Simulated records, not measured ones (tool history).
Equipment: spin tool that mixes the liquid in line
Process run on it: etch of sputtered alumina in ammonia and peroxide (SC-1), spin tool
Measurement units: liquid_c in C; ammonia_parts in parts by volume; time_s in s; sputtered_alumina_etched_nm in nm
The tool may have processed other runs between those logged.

run  hour  liquid_c  ammonia_parts  time_s  sputtered_alumina_etched_nm
  1     0        59            0.6     290                       32.568
  2   1.2        59            0.6     310                       35.236
  3     3      52.5            0.6     310                       24.813
  4   7.4      47.5            0.6     310                       18.875
  5  10.3        43            0.6     310                       14.553
  6  14.9      48.5            0.6     310                       19.855

For run 7, what comes out?
  7  22.9      56.5            0.6     310                            ?

sputtered_alumina_etched_nm: 30.656 nm
